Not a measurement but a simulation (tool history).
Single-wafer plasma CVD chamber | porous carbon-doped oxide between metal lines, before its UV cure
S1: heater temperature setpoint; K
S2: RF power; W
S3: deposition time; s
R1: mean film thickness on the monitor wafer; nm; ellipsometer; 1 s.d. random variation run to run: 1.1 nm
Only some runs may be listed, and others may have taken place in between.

run,hour,S1,S2,S3,R1
1,0,573.15,485,50.4,269.88
2,2.8,579.15,485,50.4,260.36
3,8,579.15,555,50.4,285.06
4,16.1,582.15,540,50.4,278.19
# hour 18.5: thermocouple changed; heater temperature recalibrated
5,18.5,582.15,540,50.4,281.59
6,23.2,583.15,520,50.4,272.74
7,31.1,584.15,500,50.4,263.25

For run 8, what comes out?
8,39.3,596.15,435,50.4,?

R1: 218.14 nm

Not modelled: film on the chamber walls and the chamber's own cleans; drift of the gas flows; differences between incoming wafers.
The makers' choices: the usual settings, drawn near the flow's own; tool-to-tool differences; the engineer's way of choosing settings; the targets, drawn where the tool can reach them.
